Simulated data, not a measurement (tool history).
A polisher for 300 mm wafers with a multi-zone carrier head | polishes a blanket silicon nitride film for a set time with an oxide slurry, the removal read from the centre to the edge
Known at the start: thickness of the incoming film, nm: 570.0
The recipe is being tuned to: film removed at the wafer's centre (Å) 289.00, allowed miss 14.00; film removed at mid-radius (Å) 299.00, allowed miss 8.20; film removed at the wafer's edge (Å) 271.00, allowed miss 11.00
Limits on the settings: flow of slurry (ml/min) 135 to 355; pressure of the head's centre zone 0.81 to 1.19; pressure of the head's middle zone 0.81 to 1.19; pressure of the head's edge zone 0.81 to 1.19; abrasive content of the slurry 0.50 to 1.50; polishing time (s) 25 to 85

run	hour	flow of slurry (ml/min)	pressure of the head's centre zone	pressure of the head's middle zone	pressure of the head's edge zone	abrasive content of the slurry	polishing time (s)	film removed at the wafer's centre (Å)	film removed at mid-radius (Å)	film removed at the wafer's edge (Å)
1	0.0	225	1.00	1.00	1.00	1.00	55	404.69	406.92	394.29
2	2.6	225	1.00	1.00	0.92	1.00	55	400.61	406.70	388.70
3	5.5	225	1.00	1.01	0.91	0.90	54	383.19	390.89	360.45
4	7.1	225	0.99	1.00	0.90	0.80	53	351.87	363.43	333.13
5	7.8	225	0.99	1.00	0.90	0.80	59	402.06	405.53	375.74
6	9.9	225	0.98	0.99	0.89	0.75	57	358.64	375.87	353.93
7	15.1	225	1.07	1.01	0.81	0.50	49	299.36	282.00	249.11
8	17.0	230	1.06	1.01	0.83	0.50	49	286.89	281.67	248.85
9	22.4	250	1.05	1.01	0.93	0.65	49	324.00	314.90	293.76
10	24.1	240	1.04	1.01	0.92	0.65	49	320.41	314.85	291.66
11	24.8	230	1.03	1.01	0.91	0.65	49	311.65	311.99	289.95
12	32.8	225	1.03	1.01	0.90	0.65	49	309.44	309.85	282.81

Exactly one of the 5 candidate moves below puts every result within its allowed miss. Which one?
A	40.8	215	1.01	0.92	0.95	0.85	45	?	?	?
B	40.8	220	1.04	0.99	0.97	0.65	45	?	?	?
C	40.8	205	1.03	0.94	0.95	0.60	52	?	?	?
D	40.8	215	1.11	0.92	0.82	0.65	48	?	?	?
E	40.8	255	0.95	0.95	0.81	0.60	50	?	?	?

move	film removed at the wafer's centre (Å)	film removed at mid-radius (Å)	film removed at the wafer's edge (Å)
A	312.48	290.61	300.21
B	291.76	279.86	274.05
C	320.25	297.45	302.25
D	331.04	279.84	271.20
E	292.58	296.67	276.70
A: the biggest miss grows against the last run
B: the furthest-off result lands on target, but another misses its tolerance
C: the biggest miss grows against the last run
D: the biggest miss grows against the last run
E: every result within its allowed miss
Move E is the one to make.
